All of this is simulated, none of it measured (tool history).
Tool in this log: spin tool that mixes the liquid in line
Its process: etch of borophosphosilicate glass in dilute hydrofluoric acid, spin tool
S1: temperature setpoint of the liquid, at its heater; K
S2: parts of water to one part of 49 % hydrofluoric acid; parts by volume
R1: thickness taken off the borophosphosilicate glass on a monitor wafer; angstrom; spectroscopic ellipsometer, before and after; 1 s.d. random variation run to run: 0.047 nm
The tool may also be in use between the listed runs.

{"run": 1, "day": 0.0, "S1": 298.15, "S2": 160, "time under the liquid (s)": 50, "R1": 148.38}
{"run": 2, "day": 0.042, "S1": 298.15, "S2": 200, "time under the liquid (s)": 50, "R1": 114.22}
{"run": 3, "day": 0.312, "S1": 297.15, "S2": 200, "time under the liquid (s)": 50, "R1": 109.23}
{"run": 4, "day": 0.612, "S1": 297.15, "S2": 200, "time under the liquid (s)": 55, "R1": 121.38}
{"run": 5, "day": 0.896, "S1": 296.15, "S2": 200, "time under the liquid (s)": 55, "R1": 116.2}
{"run": 6, "day": 1.208, "S1": 296.15, "S2": 200, "time under the liquid (s)": 50, "R1": 105.84}
{"run": 7, "day": 1.292, "S1": 295.65, "S2": 200, "time under the liquid (s)": 50, "R1": 104.18}

Expected results for the next run?
{"run": 8, "day": 1.646, "S1": 295.15, "S2": 200, "time under the liquid (s)": 50, "R1": "?"}

{"run 8": {"R1": 101.09}}
